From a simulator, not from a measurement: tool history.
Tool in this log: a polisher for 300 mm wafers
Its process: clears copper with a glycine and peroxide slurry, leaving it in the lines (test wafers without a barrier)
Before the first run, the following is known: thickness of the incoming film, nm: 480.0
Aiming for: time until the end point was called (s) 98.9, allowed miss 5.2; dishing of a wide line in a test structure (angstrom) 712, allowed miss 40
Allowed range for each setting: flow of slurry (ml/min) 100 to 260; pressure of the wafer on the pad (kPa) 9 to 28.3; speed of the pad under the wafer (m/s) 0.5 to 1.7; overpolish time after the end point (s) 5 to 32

run,hour,flow of slurry (ml/min),pressure of the wafer on the pad (kPa),speed of the pad under the wafer (m/s),overpolish time after the end point (s),time until the end point was called (s),dishing of a wide line in a test structure (angstrom)
1,0,165,18.6,1.1,16,90.856,515.71
2,0.7,165,18.6,1.1,17,90.982,548.07
3,2.8,165,22.1,1.1,17,76.097,631.14
4,6.5,165,22.1,1.1,20,76.561,700.87
5,11.9,165,21.4,1.1,21,78.995,723.35
6,12.4,165,17.2,1.1,21,92.899,613.87
7,18.6,165,17.2,1.1,22,95.829,639.47
8,19.7,165,17.2,1.1,23,94.429,649.25

Exercise: of the 4 proposed moves below, exactly one satisfies all targets within the stated allowed misses. Which move is it?
A,20.8,160,15.2,1.18,27,?,?
B,20.8,135,16.5,1.06,20,?,?
C,20.8,190,17.9,1.2,24,?,?
D,20.8,100,20,1.12,17,?,?

move,time until the end point was called (s),dishing of a wide line in a test structure (angstrom)
A,99.809,690.67
B,104.97,542.19
C,83.325,730.71
D,92.785,530.91
A: meets every target
B: lands further from the targets than the last run did
C: gets the furthest-off result to its target, but another result is out of tolerance
D: lands further from the targets than the last run did
Answer: A

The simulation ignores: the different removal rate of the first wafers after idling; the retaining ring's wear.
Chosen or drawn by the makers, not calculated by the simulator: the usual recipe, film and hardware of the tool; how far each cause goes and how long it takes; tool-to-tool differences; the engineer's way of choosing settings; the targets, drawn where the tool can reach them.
